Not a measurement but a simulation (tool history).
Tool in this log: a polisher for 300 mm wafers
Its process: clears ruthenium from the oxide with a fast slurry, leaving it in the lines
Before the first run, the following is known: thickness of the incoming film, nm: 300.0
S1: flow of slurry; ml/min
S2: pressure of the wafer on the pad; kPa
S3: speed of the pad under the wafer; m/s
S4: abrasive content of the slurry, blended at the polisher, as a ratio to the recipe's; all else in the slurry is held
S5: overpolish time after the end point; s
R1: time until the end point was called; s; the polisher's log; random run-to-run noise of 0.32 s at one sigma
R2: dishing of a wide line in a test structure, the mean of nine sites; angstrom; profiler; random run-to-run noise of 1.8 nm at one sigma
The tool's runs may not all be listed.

run 1 hour=0.0 | S1=270 S2=19.3 S3=1.26 S4=1.0 S5=16 | R1=67.006 R2=502.79
run 2 hour=1.7 | S1=310 S2=19.3 S3=1.26 S4=1.0 S5=16 | R1=66.874 R2=516.77
run 3 hour=7.1 | S1=285 S2=19.3 S3=1.26 S4=1.0 S5=16 | R1=66.391 R2=501.83
run 4 hour=12.9 | S1=285 S2=20.7 S3=1.26 S4=1.0 S5=16 | R1=62.631 R2=515.83
run 5 hour=14.8 | S1=285 S2=20.7 S3=1.26 S4=1.0 S5=10 | R1=63.428 R2=348.74
run 6 hour=22.9 | S1=285 S2=21.4 S3=1.28 S4=1.0 S5=11 | R1=61.651 R2=395.45
run 7 hour=27.6 | S1=285 S2=22.1 S3=1.32 S4=1.0 S5=12 | R1=57.348 R2=427.10
run 8 hour=34.1 | S1=285 S2=22.8 S3=1.34 S4=1.0 S5=13 | R1=54.380 R2=504.89
run 9 hour=37.3 | S1=285 S2=22.8 S3=1.34 S4=1.0 S5=13 | R1=54.258 R2=488.43

Forecast run 10:
run 10 hour=45.5 | S1=285 S2=23.4 S3=1.36 S4=1.0 S5=13 | R1=? R2=?

Run 10 measured R1 53.289 s, R2 514.44 angstrom.
